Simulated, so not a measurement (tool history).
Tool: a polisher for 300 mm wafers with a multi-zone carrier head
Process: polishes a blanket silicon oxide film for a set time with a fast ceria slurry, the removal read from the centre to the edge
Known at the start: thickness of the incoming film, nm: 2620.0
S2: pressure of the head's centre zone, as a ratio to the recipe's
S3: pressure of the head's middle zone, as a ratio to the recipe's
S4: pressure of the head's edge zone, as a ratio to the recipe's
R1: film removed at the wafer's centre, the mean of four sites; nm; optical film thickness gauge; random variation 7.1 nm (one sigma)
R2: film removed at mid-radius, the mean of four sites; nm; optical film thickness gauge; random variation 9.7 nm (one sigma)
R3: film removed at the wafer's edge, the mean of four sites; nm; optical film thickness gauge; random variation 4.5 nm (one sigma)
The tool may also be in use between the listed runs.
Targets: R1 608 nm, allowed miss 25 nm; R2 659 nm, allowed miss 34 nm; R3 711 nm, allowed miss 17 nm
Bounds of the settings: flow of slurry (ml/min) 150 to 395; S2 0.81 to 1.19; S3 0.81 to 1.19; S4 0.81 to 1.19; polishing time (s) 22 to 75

{"run": 1, "hour": 0.0, "flow of slurry (ml/min)": 250, "S2": 1, "S3": 1, "S4": 1, "polishing time (s)": 48, "R1": 532.16, "R2": 494.58, "R3": 510.65}
{"run": 2, "hour": 0.6, "flow of slurry (ml/min)": 255, "S2": 0.97, "S3": 1.01, "S4": 1.05, "polishing time (s)": 51, "R1": 556.75, "R2": 537.28, "R3": 556.54}
{"run": 3, "hour": 7.1, "flow of slurry (ml/min)": 255, "S2": 0.89, "S3": 1.01, "S4": 1.05, "polishing time (s)": 51, "R1": 508.45, "R2": 545.52, "R3": 557.67}
{"run": 4, "hour": 10.6, "flow of slurry (ml/min)": 255, "S2": 0.81, "S3": 1.01, "S4": 1.05, "polishing time (s)": 51, "R1": 460.83, "R2": 541.26, "R3": 557.65}
{"run": 5, "hour": 14.5, "flow of slurry (ml/min)": 255, "S2": 0.81, "S3": 1.01, "S4": 1.12, "polishing time (s)": 51, "R1": 456.41, "R2": 549.78, "R3": 572.07}
{"hour": 19.0, "done": "centre zone pressure recalibrated"}
{"run": 6, "hour": 19.0, "flow of slurry (ml/min)": 300, "S2": 0.81, "S3": 1.01, "S4": 1.12, "polishing time (s)": 51, "R1": 434.18, "R2": 548, "R3": 585.44}
{"run": 7, "hour": 20.3, "flow of slurry (ml/min)": 305, "S2": 0.86, "S3": 1.01, "S4": 1.13, "polishing time (s)": 53, "R1": 480.62, "R2": 571.54, "R3": 607.88}
{"run": 8, "hour": 27.5, "flow of slurry (ml/min)": 310, "S2": 0.89, "S3": 1.01, "S4": 1.14, "polishing time (s)": 55, "R1": 509.05, "R2": 597.58, "R3": 633.72}
{"run": 9, "hour": 30.6, "flow of slurry (ml/min)": 335, "S2": 0.99, "S3": 0.99, "S4": 1.18, "polishing time (s)": 61, "R1": 641.7, "R2": 638.56, "R3": 714.07}
{"run": 10, "hour": 34.5, "flow of slurry (ml/min)": 335, "S2": 0.98, "S3": 1, "S4": 1.18, "polishing time (s)": 61, "R1": 643.35, "R2": 661.22, "R3": 716.72}
{"run": 11, "hour": 36.5, "flow of slurry (ml/min)": 335, "S2": 0.97, "S3": 1, "S4": 1.18, "polishing time (s)": 61, "R1": 635.74, "R2": 654.04, "R3": 726.21}

4 next moves are on the table. One of them brings every result within its allowed miss. Which?
{"run": "A", "hour": 38.5, "flow of slurry (ml/min)": 380, "S2": 0.91, "S3": 0.97, "S4": 1.1, "polishing time (s)": 62, "R1": "?", "R2": "?", "R3": "?"}
{"run": "B", "hour": 38.5, "flow of slurry (ml/min)": 395, "S2": 0.89, "S3": 1, "S4": 1.01, "polishing time (s)": 61, "R1": "?", "R2": "?", "R3": "?"}
{"run": "C", "hour": 38.5, "flow of slurry (ml/min)": 395, "S2": 0.86, "S3": 0.95, "S4": 1.19, "polishing time (s)": 63, "R1": "?", "R2": "?", "R3": "?"}
{"run": "D", "hour": 38.5, "flow of slurry (ml/min)": 345, "S2": 1, "S3": 0.92, "S4": 1.19, "polishing time (s)": 62, "R1": "?", "R2": "?", "R3": "?"}

move=A R1=604.26 R2=670.32 R3=708.81
move=B R1=583.39 R2=678.85 R3=669.79
move=C R1=581.83 R2=671.44 R3=752
move=D R1=658.38 R2=635.73 R3=733.99
A: meets every target
B: brings the result that was furthest off to its target, and leaves another outside
C: takes the result that was furthest off past its target
D: further off than the last run
Move A is the one to make.

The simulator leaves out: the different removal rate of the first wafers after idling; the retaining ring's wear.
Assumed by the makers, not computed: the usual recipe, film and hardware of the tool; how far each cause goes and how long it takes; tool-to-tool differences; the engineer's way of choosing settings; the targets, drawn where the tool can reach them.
